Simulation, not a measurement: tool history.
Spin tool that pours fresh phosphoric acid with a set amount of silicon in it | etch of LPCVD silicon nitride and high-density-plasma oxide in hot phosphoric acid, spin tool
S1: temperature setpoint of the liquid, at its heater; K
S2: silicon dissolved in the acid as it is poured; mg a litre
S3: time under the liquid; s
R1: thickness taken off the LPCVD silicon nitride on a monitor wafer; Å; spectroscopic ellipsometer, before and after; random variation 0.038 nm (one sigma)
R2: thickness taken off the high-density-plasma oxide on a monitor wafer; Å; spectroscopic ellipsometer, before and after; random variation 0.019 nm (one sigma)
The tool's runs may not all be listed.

Run 1, hour 0.0: S1 436.15 K, S2 12.0 mg a litre, S3 180 s. Result: R1 168.830 Å, R2 6.2734 Å.
Run 2, hour 8.2: S1 437.65 K, S2 12.0 mg a litre, S3 180 s. Result: R1 177.540 Å, R2 6.3011 Å.
Run 3, hour 14.8: S1 437.65 K, S2 8.0 mg a litre, S3 180 s. Result: R1 178.440 Å, R2 7.4223 Å.
Run 4, hour 23.4: S1 437.65 K, S2 8.0 mg a litre, S3 115 s. Result: R1 113.320 Å, R2 4.5587 Å.
Run 5, hour 31.2: S1 436.65 K, S2 7.5 mg a litre, S3 115 s. Result: R1 109.720 Å, R2 4.1352 Å.
Run 6, hour 39.5: S1 436.15 K, S2 6.0 mg a litre, S3 115 s. Result: R1 108.850 Å, R2 4.5008 Å.
At hour 46.7: thermometer replaced.
Run 7, hour 46.7: S1 435.15 K, S2 5.5 mg a litre, S3 115 s. Result: R1 108.710 Å, R2 4.1538 Å.
Run 8, hour 53.5: S1 435.15 K, S2 4.5 mg a litre, S3 110 s. Result: R1 103.490 Å, R2 4.8508 Å.
Run 9, hour 58.5: S1 434.65 K, S2 5.0 mg a litre, S3 110 s. Result: R1 101.980 Å, R2 4.1560 Å.
Run 10, hour 62.0: S1 434.15 K, S2 4.5 mg a litre, S3 110 s. Result: R1 101.210 Å, R2 4.1187 Å.
Run 11, hour 69.6: S1 433.65 K, S2 3.5 mg a litre, S3 110 s. Result: R1 99.417 Å, R2 4.2107 Å.
Run 12, hour 74.4: S1 433.15 K, S2 3.0 mg a litre, S3 110 s. Result: R1 96.811 Å, R2 3.7462 Å.
Run 13, hour 75.3: S1 433.15 K, S2 2.5 mg a litre, S3 110 s. Result: R1 97.952 Å, R2 3.7330 Å.
Run 14, hour 80.0: S1 433.15 K, S2 2.5 mg a litre, S3 110 s. Result: R1 97.685 Å, R2 4.0834 Å.
Run 15, hour 85.4: S1 433.15 K, S2 2.0 mg a litre, S3 110 s. Result: R1 97.193 Å, R2 4.1006 Å.

The next listed run, before its measurement:
Run 16, hour 90.6: S1 433.15 K, S2 1.5 mg a litre, S3 110 s. Result: R1 ?, R2 ?.

Run 16 gave R1 97.062 Å, R2 3.7755 Å.
